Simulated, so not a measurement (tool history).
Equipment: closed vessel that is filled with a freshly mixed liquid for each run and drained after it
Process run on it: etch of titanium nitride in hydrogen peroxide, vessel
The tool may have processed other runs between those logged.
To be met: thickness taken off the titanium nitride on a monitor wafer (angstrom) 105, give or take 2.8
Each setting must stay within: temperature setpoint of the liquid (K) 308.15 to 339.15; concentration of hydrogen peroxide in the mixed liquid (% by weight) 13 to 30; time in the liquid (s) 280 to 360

| run | hour | temperature setpoint of the liquid (K) | concentration of hydrogen peroxide in the mixed liquid (% by weight) | time in the liquid (s) | thickness taken off the titanium nitride on a monitor wafer (angstrom) |
|---|---|---|---|---|---|
| 1 | 0 | 324.15 | 24 | 360 | 144.3 |
| 2 | 5.9 | 323.65 | 24 | 360 | 139.13 |
| 3 | 8.1 | 323.65 | 28 | 360 | 143.92 |
| 4 | 12.3 | 323.15 | 28 | 360 | 139.5 |
| 5 | 20.9 | 322.65 | 28 | 360 | 133.92 |
| 6 | 28.7 | 322.15 | 28 | 360 | 129.92 |
| 7 | 34.8 | 321.65 | 28 | 360 | 124.93 |
| 8 | 42.4 | 321.15 | 28 | 360 | 120.16 |

Which one of the following 4 next-run settings gets every result inside its allowed miss? There is exactly one.
| A | 50 | 323.65 | 23.5 | 290 | ? |
| B | 50 | 323.15 | 29.5 | 285 | ? |
| C | 50 | 320.65 | 27.5 | 350 | ? |
| D | 50 | 323.15 | 25 | 280 | ? |

| move | thickness taken off the titanium nitride on a monitor wafer (angstrom) |
|---|---|
| A | 111.9 |
| B | 111.5 |
| C | 112.39 |
| D | 105.63 |
A: nearer than the last run, and not there yet
B: nearer than the last run, and not there yet
C: nearer than the last run, and not there yet
D: every result lands within tolerance
The right move is D.

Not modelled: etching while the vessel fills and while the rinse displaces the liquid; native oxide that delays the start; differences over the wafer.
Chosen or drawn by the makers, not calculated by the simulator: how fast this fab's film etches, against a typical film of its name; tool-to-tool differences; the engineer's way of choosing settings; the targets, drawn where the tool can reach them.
